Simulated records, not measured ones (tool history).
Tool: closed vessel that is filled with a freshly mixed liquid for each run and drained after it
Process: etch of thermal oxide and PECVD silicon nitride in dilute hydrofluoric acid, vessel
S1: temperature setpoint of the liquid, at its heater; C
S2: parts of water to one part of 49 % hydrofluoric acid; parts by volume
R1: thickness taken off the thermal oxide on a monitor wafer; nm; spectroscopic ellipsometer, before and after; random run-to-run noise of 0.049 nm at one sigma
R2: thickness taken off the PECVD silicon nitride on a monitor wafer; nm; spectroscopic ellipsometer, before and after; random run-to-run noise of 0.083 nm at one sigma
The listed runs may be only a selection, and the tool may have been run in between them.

run 1 hour=0 | S1=22 S2=165 time_in_the_liquid_(s)=440 | R1=9.7488 R2=11.094
run 2 hour=7.1 | S1=20 S2=165 time_in_the_liquid_(s)=440 | R1=8.9309 R2=9.6363
run 3 hour=15.4 | S1=22 S2=205 time_in_the_liquid_(s)=465 | R1=8.0893 R2=9.4969
run 4 hour=22.9 | S1=22 S2=165 time_in_the_liquid_(s)=465 | R1=10.345 R2=11.728
run 5 hour=24.4 | S1=19 S2=165 time_in_the_liquid_(s)=465 | R1=9.0419 R2=9.5388
run 6 hour=29.5 | S1=19 S2=165 time_in_the_liquid_(s)=400 | R1=7.9109 R2=8.3598
run 7 hour=37.6 | S1=21.5 S2=205 time_in_the_liquid_(s)=425 | R1=7.0998 R2=8.5148
run 8 hour=39.1 | S1=23 S2=225 time_in_the_liquid_(s)=440 | R1=7.0058 R2=8.827
run 9 hour=39.6 | S1=24 S2=245 time_in_the_liquid_(s)=450 | R1=6.6878 R2=8.8147
run 10 hour=43.4 | S1=24.5 S2=260 time_in_the_liquid_(s)=460 | R1=6.4598 R2=8.7172
run 11 hour=45.2 | S1=25 S2=270 time_in_the_liquid_(s)=465 | R1=6.2897 R2=8.7511
run 12 hour=47.2 | S1=25.5 S2=280 time_in_the_liquid_(s)=470 | R1=6.1589 R2=8.8312

Run 13 comes next. What will it give?
run 13 hour=55.7 | S1=25.5 S2=285 time_in_the_liquid_(s)=475 | R1=? R2=?

Run 13 measured R1 6.1729 nm, R2 8.7236 nm.

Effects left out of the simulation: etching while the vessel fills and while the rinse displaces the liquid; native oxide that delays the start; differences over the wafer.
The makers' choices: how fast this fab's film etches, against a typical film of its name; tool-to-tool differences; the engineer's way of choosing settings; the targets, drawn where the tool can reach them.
